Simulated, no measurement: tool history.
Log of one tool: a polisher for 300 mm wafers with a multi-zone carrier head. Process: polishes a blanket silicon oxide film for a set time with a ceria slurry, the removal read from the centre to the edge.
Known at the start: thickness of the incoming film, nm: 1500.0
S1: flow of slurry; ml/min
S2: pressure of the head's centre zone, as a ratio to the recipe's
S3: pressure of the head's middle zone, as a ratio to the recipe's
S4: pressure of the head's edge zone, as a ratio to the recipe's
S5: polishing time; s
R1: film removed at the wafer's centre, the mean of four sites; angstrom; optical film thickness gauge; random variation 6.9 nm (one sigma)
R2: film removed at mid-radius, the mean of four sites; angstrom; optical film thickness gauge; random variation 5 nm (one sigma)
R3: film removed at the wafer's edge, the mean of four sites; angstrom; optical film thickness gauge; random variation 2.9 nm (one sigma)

run	hour	S1	S2	S3	S4	S5	R1	R2	R3
1	0	155	1	1	1	72	3733.4	3737.9	3791.2
2	6.9	175	1.04	1.05	1	75	4197.2	4123.8	3992.8
3	11.7	175	1.04	1.05	1	61	3387.4	3340.2	3246.9
4	14.3	175	1.04	1	1	61	3407.1	3228.5	3264.8
5	17.1	175	1.04	0.95	1	61	3374.8	3088.3	3259.4
6	25.6	175	1.04	1.01	1	61	3394.5	3214.6	3288.2
7	27.2	190	1.06	1.06	0.99	68	3883.9	3796.2	3642.9
8	33	200	1.09	1.1	0.98	72	4251.8	4151	3823.3
9	41.3	210	1.11	1.13	0.98	76	4610.3	4448.6	4105.7
10	45.5	215	1.12	1.15	0.95	79	4809.7	4734.6	4127.4

Run 11 comes next. What will it give?
11	50.1	220	1.13	1.16	0.95	81	?	?	?

{"run 11": {"R1": 5020.6, "R2": 4996.2, "R3": 4279.3}}
